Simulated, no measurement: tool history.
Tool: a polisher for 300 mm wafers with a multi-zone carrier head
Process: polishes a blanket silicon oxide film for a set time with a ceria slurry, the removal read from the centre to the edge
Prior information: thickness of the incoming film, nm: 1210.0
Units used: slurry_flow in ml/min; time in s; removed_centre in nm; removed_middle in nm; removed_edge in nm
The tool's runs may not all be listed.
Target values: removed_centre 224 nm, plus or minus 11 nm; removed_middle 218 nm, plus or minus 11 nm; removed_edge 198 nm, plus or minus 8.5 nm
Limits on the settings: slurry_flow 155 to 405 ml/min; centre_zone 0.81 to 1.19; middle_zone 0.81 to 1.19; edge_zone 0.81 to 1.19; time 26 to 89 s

| run | day | slurry_flow | centre_zone | middle_zone | edge_zone | time | removed_centre | removed_middle | removed_edge |
|---|---|---|---|---|---|---|---|---|---|
| 1 | 0 | 260 | 1 | 1 | 1 | 57 | 279.24 | 267.65 | 272.89 |
| 2 | 0.275 | 260 | 1 | 1.06 | 1 | 57 | 275.42 | 292.1 | 278.44 |
| 3 | 0.408 | 260 | 1.09 | 1.06 | 1 | 57 | 292.15 | 287.87 | 276.77 |
| 4 | 0.6 | 260 | 1.09 | 1.06 | 0.98 | 54 | 289.92 | 267.79 | 261.2 |
| 5 | 0.854 | 305 | 1.09 | 1.06 | 0.98 | 54 | 290.73 | 277.11 | 264.1 |
| 6 | 1.054 | 305 | 1.05 | 1.06 | 0.98 | 54 | 274.52 | 275.68 | 259.8 |
| 7 | 1.304 | 305 | 1.04 | 1.06 | 0.96 | 52 | 263.76 | 259.82 | 248.73 |
| 8 | 1.646 | 300 | 1.04 | 1.12 | 0.86 | 40 | 203.21 | 212.94 | 187.32 |
| 9 | 2 | 300 | 1.05 | 1.12 | 0.87 | 40 | 205.91 | 209.82 | 188.37 |
| 10 | 2.321 | 300 | 1.06 | 1.12 | 0.88 | 40 | 208.22 | 213.63 | 188.58 |
| 11 | 2.438 | 300 | 1.07 | 1.12 | 0.89 | 40 | 211.85 | 211.45 | 182.75 |

Next run, 4 choices. One meets every target within its allowed miss, the rest don't. Which?
| A | 2.554 | 325 | 1 | 1.01 | 0.81 | 49 | ? | ? | ? |
| B | 2.554 | 165 | 1.08 | 1.09 | 0.85 | 46 | ? | ? | ? |
| C | 2.554 | 310 | 1.08 | 0.81 | 0.93 | 46 | ? | ? | ? |
| D | 2.554 | 275 | 1.05 | 1.16 | 0.89 | 48 | ? | ? | ? |

| move | removed_centre | removed_middle | removed_edge |
|---|---|---|---|
| A | 248.71 | 241.36 | 223.27 |
| B | 226.14 | 219.01 | 197.75 |
| C | 250.67 | 187.68 | 219.83 |
| D | 251.26 | 261.42 | 222.51 |
A: carries the result that was furthest off beyond its target, to the other side
B: every result lands within tolerance
C: carries the result that was furthest off beyond its target, to the other side
D: carries the result that was furthest off beyond its target, to the other side
The move that meets every target is B.
